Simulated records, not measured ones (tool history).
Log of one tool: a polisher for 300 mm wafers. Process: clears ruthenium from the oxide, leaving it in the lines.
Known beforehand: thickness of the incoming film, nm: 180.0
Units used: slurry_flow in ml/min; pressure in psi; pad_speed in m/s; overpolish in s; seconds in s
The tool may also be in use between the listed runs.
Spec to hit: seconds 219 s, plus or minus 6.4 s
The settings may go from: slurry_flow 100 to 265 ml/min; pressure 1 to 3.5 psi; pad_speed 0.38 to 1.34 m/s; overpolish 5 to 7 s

run,hour,slurry_flow,pressure,pad_speed,overpolish,seconds
1,0,170,2.2,0.86,7,194.11
2,2.7,140,2.2,0.86,7,207.86
3,10.3,140,1.8,0.86,7,248.87
4,16.8,115,1.8,0.86,7,269.74
5,21.7,125,1.8,0.86,7,260.7
6,28.8,125,1.8,1.04,7,230.41
7,34.4,130,1.8,1.04,7,227.09
8,35.5,145,1.9,1.04,7,209.95

Which single option among these 5 for the next run brings every result within its allowed miss of target? Just one does.
A,36.6,110,2,1.02,7,?
B,36.6,120,2.2,0.94,7,?
C,36.6,150,2.3,0.78,5,?
D,36.6,140,1.9,1.06,5,?
E,36.6,170,1.8,1.14,5,?

move,seconds
A,220.5
B,205.98
C,207.74
D,209.2
E,199.54
A: every result within its allowed miss
B: lands further from the targets than the last run did
C: lands further from the targets than the last run did
D: lands further from the targets than the last run did
E: lands further from the targets than the last run did
The right move is A.
